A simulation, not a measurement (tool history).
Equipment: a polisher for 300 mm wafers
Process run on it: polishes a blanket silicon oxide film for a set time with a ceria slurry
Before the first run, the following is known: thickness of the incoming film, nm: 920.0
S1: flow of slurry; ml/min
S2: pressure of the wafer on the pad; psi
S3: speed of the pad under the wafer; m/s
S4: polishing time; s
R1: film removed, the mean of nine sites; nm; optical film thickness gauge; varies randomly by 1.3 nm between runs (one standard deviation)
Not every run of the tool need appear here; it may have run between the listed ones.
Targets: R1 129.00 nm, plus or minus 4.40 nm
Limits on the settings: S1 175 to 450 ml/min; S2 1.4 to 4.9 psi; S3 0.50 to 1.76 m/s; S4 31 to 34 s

run	day	S1	S2	S3	S4	R1
1	0.000	290	3.1	1.12	34	162.91
2	0.367	290	3.1	1.12	31	145.23
3	0.517	290	3.0	1.12	31	143.25
4	0.683	335	3.0	1.12	31	144.99
5	0.921	335	3.6	1.12	31	170.74
6	1.175	335	3.6	1.12	31	168.31
7	1.254	335	3.3	1.12	31	158.45
8	1.433	335	3.1	1.12	31	148.03
9	1.592	335	3.0	1.12	31	146.89
10	1.958	335	2.5	1.12	31	124.35

Pick the move, out of 5, that brings all results within their allowed miss; only one does.
A	2.325	315	2.0	1.20	34	?
B	2.325	355	1.9	1.26	32	?
C	2.325	450	2.9	0.90	34	?
D	2.325	395	2.7	1.00	31	?
E	2.325	325	2.4	1.14	31	?

move	R1
A	118.58
B	113.25
C	125.70
D	118.35
E	119.93
A: lands further from the targets than the last run did
B: lands further from the targets than the last run did
C: every result lands within tolerance
D: lands further from the targets than the last run did
E: lands further from the targets than the last run did
Answer: C
